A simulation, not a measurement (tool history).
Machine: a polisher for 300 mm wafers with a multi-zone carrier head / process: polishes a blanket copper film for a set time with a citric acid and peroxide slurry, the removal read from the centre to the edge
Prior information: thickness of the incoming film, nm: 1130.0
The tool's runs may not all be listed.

run	hour	flow of slurry (ml/min)	pressure of the head's centre zone	pressure of the head's middle zone	pressure of the head's edge zone	abrasive content of the slurry	polishing time (s)	film removed at the wafer's centre (Å)	film removed at mid-radius (Å)	film removed at the wafer's edge (Å)
1	0.0	240	1.00	1.00	1.00	1.00	66	1945.1	2094.2	2077.4
2	8.7	240	1.08	1.00	1.00	1.00	66	2112.6	2068.9	2080.1
3	11.5	240	1.15	1.00	1.00	1.00	66	2189.6	2049.1	2059.7
4	16.2	250	1.15	1.01	1.00	1.05	67	2294.0	2174.3	2145.9
5	23.7	295	1.15	1.01	1.00	1.05	67	2316.8	2249.1	2199.9
6	31.6	295	1.15	1.01	1.00	1.20	67	2371.3	2281.9	2268.5
7	32.7	295	1.15	1.02	0.99	1.20	68	2421.0	2343.0	2322.3
8	36.2	295	1.15	1.03	0.98	1.20	69	2455.4	2367.0	2299.0
9	43.5	295	1.15	1.04	0.98	1.25	70	2514.1	2457.5	2371.5
10	51.4	295	1.15	1.04	0.98	1.25	71	2537.1	2526.2	2413.1
# hour 60.3: slurry nozzle cleaned
11	60.3	295	1.15	1.04	0.97	1.25	71	2701.1	2708.1	2474.9

The next listed run, before its measurement:
12	67.6	300	1.15	1.04	0.97	1.25	71	?	?	?

{"run 12": {"film removed at the wafer's centre (Å)": 2649.0, "film removed at mid-radius (Å)": 2623.1, "film removed at the wafer's edge (Å)": 2475.8}}

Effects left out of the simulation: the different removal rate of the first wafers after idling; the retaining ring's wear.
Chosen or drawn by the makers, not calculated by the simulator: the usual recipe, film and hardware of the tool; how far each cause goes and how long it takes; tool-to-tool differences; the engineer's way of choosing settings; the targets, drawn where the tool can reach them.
